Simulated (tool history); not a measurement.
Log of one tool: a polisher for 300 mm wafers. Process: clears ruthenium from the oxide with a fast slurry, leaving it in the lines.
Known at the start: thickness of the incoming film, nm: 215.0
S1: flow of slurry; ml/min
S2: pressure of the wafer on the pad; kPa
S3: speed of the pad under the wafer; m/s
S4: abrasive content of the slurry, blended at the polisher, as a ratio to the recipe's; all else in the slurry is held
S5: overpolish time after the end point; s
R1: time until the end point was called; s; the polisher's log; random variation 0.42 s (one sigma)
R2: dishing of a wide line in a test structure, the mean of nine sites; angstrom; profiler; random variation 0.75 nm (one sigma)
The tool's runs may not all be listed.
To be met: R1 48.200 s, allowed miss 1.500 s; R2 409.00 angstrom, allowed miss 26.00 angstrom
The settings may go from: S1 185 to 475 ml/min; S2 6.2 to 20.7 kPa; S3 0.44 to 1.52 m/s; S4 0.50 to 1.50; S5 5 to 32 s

Run 1, hour 0.0: S1 305 ml/min, S2 13.1 kPa, S3 0.98 m/s, S4 1.00, S5 16 s. Result: R1 72.203 s, R2 260.84 angstrom.
Run 2, hour 1.7: S1 305 ml/min, S2 13.1 kPa, S3 0.98 m/s, S4 1.10, S5 16 s. Result: R1 69.579 s, R2 266.56 angstrom.
Run 3, hour 9.4: S1 305 ml/min, S2 11.0 kPa, S3 0.98 m/s, S4 1.10, S5 16 s. Result: R1 81.745 s, R2 249.57 angstrom.
Run 4, hour 12.9: S1 305 ml/min, S2 11.0 kPa, S3 0.98 m/s, S4 0.95, S5 16 s. Result: R1 88.894 s, R2 237.14 angstrom.
Run 5, hour 16.1: S1 305 ml/min, S2 11.0 kPa, S3 0.98 m/s, S4 1.10, S5 16 s. Result: R1 82.478 s, R2 239.99 angstrom.
Run 6, hour 21.1: S1 305 ml/min, S2 11.0 kPa, S3 0.98 m/s, S4 1.25, S5 16 s. Result: R1 78.610 s, R2 254.52 angstrom.
Run 7, hour 29.9: S1 305 ml/min, S2 12.4 kPa, S3 0.98 m/s, S4 1.25, S5 17 s. Result: R1 68.281 s, R2 276.96 angstrom.
Run 8, hour 30.8: S1 305 ml/min, S2 16.5 kPa, S3 1.00 m/s, S4 1.25, S5 24 s. Result: R1 50.951 s, R2 420.39 angstrom.

4 next moves are on the table. One of them brings every result within its allowed miss. Which?
Run A, hour 31.7: S1 235 ml/min, S2 18.6 kPa, S3 1.02 m/s, S4 1.10, S5 22 s. Result: R1 ?, R2 ?.
Run B, hour 31.7: S1 325 ml/min, S2 16.5 kPa, S3 1.06 m/s, S4 1.25, S5 18 s. Result: R1 ?, R2 ?.
Run C, hour 31.7: S1 320 ml/min, S2 15.2 kPa, S3 1.04 m/s, S4 1.15, S5 26 s. Result: R1 ?, R2 ?.
Run D, hour 31.7: S1 340 ml/min, S2 15.9 kPa, S3 1.18 m/s, S4 1.30, S5 16 s. Result: R1 ?, R2 ?.

move      R1      R2
   A  49.125  401.48
   B  48.656  365.91
   C  55.985  407.98
   D  44.796  359.18
A: meets every target
B: brings the result that was furthest off to its target, and leaves another outside
C: further off than the last run
D: takes the result that was furthest off past its target
Move A is the one to make.

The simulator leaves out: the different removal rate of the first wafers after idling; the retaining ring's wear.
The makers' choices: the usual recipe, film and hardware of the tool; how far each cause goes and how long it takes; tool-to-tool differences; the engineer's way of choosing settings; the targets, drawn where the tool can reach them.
